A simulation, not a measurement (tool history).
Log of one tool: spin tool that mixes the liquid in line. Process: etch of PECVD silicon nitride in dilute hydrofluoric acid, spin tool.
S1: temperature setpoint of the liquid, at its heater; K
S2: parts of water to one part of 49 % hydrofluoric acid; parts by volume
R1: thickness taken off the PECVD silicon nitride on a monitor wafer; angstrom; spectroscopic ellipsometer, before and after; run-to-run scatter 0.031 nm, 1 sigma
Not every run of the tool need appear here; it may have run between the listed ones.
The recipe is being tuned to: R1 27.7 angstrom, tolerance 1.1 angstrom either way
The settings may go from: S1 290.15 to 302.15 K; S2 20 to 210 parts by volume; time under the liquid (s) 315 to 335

run 1 hour=0 | S1=294.15 S2=115 time_under_the_liquid_(s)=315 | R1=42.006
run 2 hour=6.9 | S1=293.15 S2=120 time_under_the_liquid_(s)=315 | R1=37.811
run 3 hour=12.1 | S1=293.15 S2=120 time_under_the_liquid_(s)=335 | R1=40.346
run 4 hour=19.5 | S1=292.15 S2=125 time_under_the_liquid_(s)=335 | R1=36.646
run 5 hour=27.1 | S1=292.15 S2=80 time_under_the_liquid_(s)=335 | R1=55.323
run 6 hour=29 | S1=293.65 S2=80 time_under_the_liquid_(s)=335 | R1=60.332
run 7 hour=30.2 | S1=292.65 S2=95 time_under_the_liquid_(s)=335 | R1=48.163
-- hour=33.2 thermometer replaced
run 8 hour=33.2 | S1=292.15 S2=105 time_under_the_liquid_(s)=335 | R1=49.248
run 9 hour=39.3 | S1=292.15 S2=120 time_under_the_liquid_(s)=335 | R1=42.976
run 10 hour=47.7 | S1=292.15 S2=135 time_under_the_liquid_(s)=335 | R1=38.279
run 11 hour=51.5 | S1=291.65 S2=145 time_under_the_liquid_(s)=335 | R1=34.512

Next run, 5 choices. One meets every target within its allowed miss, the rest don't. Which?
run A hour=55.3 | S1=291.65 S2=165 time_under_the_liquid_(s)=325 | R1=?
run B hour=55.3 | S1=292.15 S2=135 time_under_the_liquid_(s)=330 | R1=?
run C hour=55.3 | S1=292.65 S2=105 time_under_the_liquid_(s)=320 | R1=?
run D hour=55.3 | S1=292.65 S2=180 time_under_the_liquid_(s)=335 | R1=?
run E hour=55.3 | S1=291.65 S2=175 time_under_the_liquid_(s)=320 | R1=?

move=A R1=29.43
move=B R1=37.548
move=C R1=48.106
move=D R1=29.811
move=E R1=27.374
A: better than the last run, though not everything is in spec
B: the biggest miss grows against the last run
C: the biggest miss grows against the last run
D: better than the last run, though not everything is in spec
E: hits every target within its allowed miss
The right move is E.
